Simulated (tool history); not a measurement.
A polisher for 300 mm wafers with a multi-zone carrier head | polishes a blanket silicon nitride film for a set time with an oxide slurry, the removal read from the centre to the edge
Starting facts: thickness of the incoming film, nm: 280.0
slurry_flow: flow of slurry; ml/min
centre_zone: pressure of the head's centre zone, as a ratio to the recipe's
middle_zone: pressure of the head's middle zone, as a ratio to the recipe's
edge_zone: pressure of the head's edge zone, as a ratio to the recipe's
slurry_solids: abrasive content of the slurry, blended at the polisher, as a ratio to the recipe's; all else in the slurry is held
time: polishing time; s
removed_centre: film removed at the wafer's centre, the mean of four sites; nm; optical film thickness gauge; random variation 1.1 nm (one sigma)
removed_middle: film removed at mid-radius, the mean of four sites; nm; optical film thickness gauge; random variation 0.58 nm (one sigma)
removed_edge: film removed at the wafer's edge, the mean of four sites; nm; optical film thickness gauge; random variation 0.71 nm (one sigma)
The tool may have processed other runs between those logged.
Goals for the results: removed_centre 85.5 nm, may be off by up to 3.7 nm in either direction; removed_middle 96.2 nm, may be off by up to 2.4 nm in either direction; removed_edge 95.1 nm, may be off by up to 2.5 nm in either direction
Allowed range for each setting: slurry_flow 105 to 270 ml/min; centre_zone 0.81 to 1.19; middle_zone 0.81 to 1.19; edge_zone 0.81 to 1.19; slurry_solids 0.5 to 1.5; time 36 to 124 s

{"run": 1, "hour": 0.0, "slurry_flow": 175, "centre_zone": 1, "middle_zone": 1, "edge_zone": 1, "slurry_solids": 1, "time": 79, "removed_centre": 59.483, "removed_middle": 60.805, "removed_edge": 60.728}
{"run": 2, "hour": 6.4, "slurry_flow": 185, "centre_zone": 1, "middle_zone": 1.03, "edge_zone": 1.05, "slurry_solids": 1.15, "time": 82, "removed_centre": 68.064, "removed_middle": 70.817, "removed_edge": 71.747}
{"run": 3, "hour": 11.3, "slurry_flow": 185, "centre_zone": 1, "middle_zone": 0.99, "edge_zone": 1.05, "slurry_solids": 1.15, "time": 82, "removed_centre": 68.163, "removed_middle": 68.905, "removed_edge": 71.351}
{"run": 4, "hour": 16.8, "slurry_flow": 185, "centre_zone": 1, "middle_zone": 0.99, "edge_zone": 1.05, "slurry_solids": 1.15, "time": 73, "removed_centre": 60.598, "removed_middle": 60.974, "removed_edge": 63.003}
{"run": 5, "hour": 20.6, "slurry_flow": 200, "centre_zone": 1, "middle_zone": 1.04, "edge_zone": 1.09, "slurry_solids": 1.25, "time": 75, "removed_centre": 66.531, "removed_middle": 69.234, "removed_edge": 69.966}
{"run": 6, "hour": 25.6, "slurry_flow": 200, "centre_zone": 1, "middle_zone": 1.04, "edge_zone": 1.09, "slurry_solids": 1.1, "time": 75, "removed_centre": 62.272, "removed_middle": 63.831, "removed_edge": 65.18}
{"run": 7, "hour": 30.6, "slurry_flow": 225, "centre_zone": 0.99, "middle_zone": 1.11, "edge_zone": 1.19, "slurry_solids": 1.35, "time": 87, "removed_centre": 79.756, "removed_middle": 88.776, "removed_edge": 87.142}
{"run": 8, "hour": 33.4, "slurry_flow": 225, "centre_zone": 0.98, "middle_zone": 1.11, "edge_zone": 1.19, "slurry_solids": 1.4, "time": 87, "removed_centre": 80.367, "removed_middle": 90.356, "removed_edge": 89.492}
{"run": 9, "hour": 38.5, "slurry_flow": 230, "centre_zone": 0.98, "middle_zone": 1.11, "edge_zone": 1.19, "slurry_solids": 1.45, "time": 87, "removed_centre": 80.88, "removed_middle": 92.023, "removed_edge": 90.379}

Next run, 4 choices. One meets every target within its allowed miss, the rest don't. Which?
{"run": "A", "hour": 43.6, "slurry_flow": 160, "centre_zone": 0.87, "middle_zone": 1.07, "edge_zone": 1.19, "slurry_solids": 1.5, "time": 93, "removed_centre": "?", "removed_middle": "?", "removed_edge": "?"}
{"run": "B", "hour": 43.6, "slurry_flow": 255, "centre_zone": 0.96, "middle_zone": 1.09, "edge_zone": 1.19, "slurry_solids": 1.4, "time": 92, "removed_centre": "?", "removed_middle": "?", "removed_edge": "?"}
{"run": "C", "hour": 43.6, "slurry_flow": 190, "centre_zone": 0.93, "middle_zone": 1.13, "edge_zone": 1.18, "slurry_solids": 1.1, "time": 99, "removed_centre": "?", "removed_middle": "?", "removed_edge": "?"}
{"run": "D", "hour": 43.6, "slurry_flow": 250, "centre_zone": 0.91, "middle_zone": 1.08, "edge_zone": 1.19, "slurry_solids": 1.5, "time": 84, "removed_centre": "?", "removed_middle": "?", "removed_edge": "?"}

move=A removed_centre=78.116 removed_middle=92.406 removed_edge=94.873
move=B removed_centre=86.761 removed_middle=95.605 removed_edge=95.158
move=C removed_centre=77.256 removed_middle=90.437 removed_edge=87.649
move=D removed_centre=77.949 removed_middle=89.044 removed_edge=89.369
A: the worst result of the last run now meets its target, but another is out of spec
B: in spec on every target
C: misses by more than the last run did
D: misses by more than the last run did
Answer: B

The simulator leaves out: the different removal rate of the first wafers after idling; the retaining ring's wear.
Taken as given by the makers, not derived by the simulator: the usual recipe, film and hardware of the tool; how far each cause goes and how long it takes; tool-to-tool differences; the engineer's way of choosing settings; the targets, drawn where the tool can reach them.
